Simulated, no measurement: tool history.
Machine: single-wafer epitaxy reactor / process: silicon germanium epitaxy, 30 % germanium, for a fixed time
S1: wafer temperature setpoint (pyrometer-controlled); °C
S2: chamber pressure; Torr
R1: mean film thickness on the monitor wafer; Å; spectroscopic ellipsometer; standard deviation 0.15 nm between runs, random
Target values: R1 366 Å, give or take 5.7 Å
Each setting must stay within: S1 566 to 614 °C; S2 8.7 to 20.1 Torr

run  hour   S1    S2      R1
  1     0  590  14.4   410.8
  2   7.4  590  16.1  428.09
  3   9.1  597  16.1  476.94
  4  10.8  597  14.7  462.26
  5  19.4  607  14.7  539.65
  6  28.1  614  14.7  602.17
  7    30  605  14.6  520.25
  8  35.9  599  14.5  473.55
  9  42.8  594  14.4  433.35

5 next moves are on the table. One of them brings every result within its allowed miss. Which?
  A  49.7  587  14.3   ?
  B  49.7  582  17.3   ?
  C  49.7  581  14.9   ?
  D  49.7  580  16.7   ?
  E  49.7  584  12.8   ?

move      R1
   A   387.6
   B   383.7
   C   356.3
   D  366.05
   E  353.53
A: nearer the targets than the last run, but a result is still out of spec
B: nearer the targets than the last run, but a result is still out of spec
C: pushes the last run's worst result past its target
D: meets every target
E: pushes the last run's worst result past its target
D meets every target.

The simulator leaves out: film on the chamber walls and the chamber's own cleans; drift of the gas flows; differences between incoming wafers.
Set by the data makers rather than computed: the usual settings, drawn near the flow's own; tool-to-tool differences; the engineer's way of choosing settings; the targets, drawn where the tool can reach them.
